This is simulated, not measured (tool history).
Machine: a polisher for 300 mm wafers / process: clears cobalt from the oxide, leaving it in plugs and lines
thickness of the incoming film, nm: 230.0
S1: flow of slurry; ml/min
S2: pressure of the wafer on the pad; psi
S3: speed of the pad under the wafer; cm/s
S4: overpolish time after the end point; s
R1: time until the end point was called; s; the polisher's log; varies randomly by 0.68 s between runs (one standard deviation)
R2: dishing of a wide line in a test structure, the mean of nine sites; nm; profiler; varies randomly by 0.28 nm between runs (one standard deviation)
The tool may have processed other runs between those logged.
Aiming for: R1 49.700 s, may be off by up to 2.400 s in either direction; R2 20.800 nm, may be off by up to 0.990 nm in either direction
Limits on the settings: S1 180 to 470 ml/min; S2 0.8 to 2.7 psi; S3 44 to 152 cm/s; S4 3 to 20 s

| run | hour | S1 | S2 | S3 | S4 | R1 | R2 |
|---|---|---|---|---|---|---|---|
| 1 | 0.0 | 300 | 1.7 | 98 | 10 | 65.386 | 21.908 |
| 2 | 3.5 | 300 | 1.7 | 76 | 10 | 78.048 | 19.220 |
| 3 | 11.5 | 300 | 1.7 | 76 | 13 | 77.470 | 23.372 |
| 4 | 19.6 | 300 | 1.7 | 66 | 13 | 85.214 | 20.980 |
| 5 | 22.5 | 300 | 2.0 | 64 | 11 | 77.528 | 21.202 |
| 6 | 31.5 | 300 | 2.2 | 70 | 9 | 66.499 | 20.304 |
| 7 | 37.4 | 300 | 2.4 | 72 | 8 | 60.117 | 20.181 |
| 8 | 40.4 | 300 | 2.5 | 74 | 8 | 56.550 | 21.053 |
| 9 | 41.4 | 300 | 2.6 | 76 | 8 | 53.783 | 21.289 |
| 10 | 44.5 | 300 | 2.6 | 78 | 8 | 53.481 | 22.223 |

Which of these 5 next moves meets every target?
| A | 47.6 | 260 | 2.7 | 96 | 6 | ? | ? |
| B | 47.6 | 325 | 2.5 | 70 | 9 | ? | ? |
| C | 47.6 | 225 | 2.7 | 78 | 11 | ? | ? |
| D | 47.6 | 270 | 2.6 | 100 | 6 | ? | ? |
| E | 47.6 | 180 | 2.7 | 84 | 7 | ? | ? |

| move | R1 | R2 |
|---|---|---|
| A | 43.821 | 20.629 |
| B | 58.661 | 22.194 |
| C | 51.868 | 26.534 |
| D | 43.813 | 20.632 |
| E | 49.948 | 20.949 |
A: pushes the last run's worst result past its target
B: misses by more than the last run did
C: gets the furthest-off result to its target, but another result is out of tolerance
D: pushes the last run's worst result past its target
E: each result inside its tolerance
E is the move that brings every result within its allowed miss.

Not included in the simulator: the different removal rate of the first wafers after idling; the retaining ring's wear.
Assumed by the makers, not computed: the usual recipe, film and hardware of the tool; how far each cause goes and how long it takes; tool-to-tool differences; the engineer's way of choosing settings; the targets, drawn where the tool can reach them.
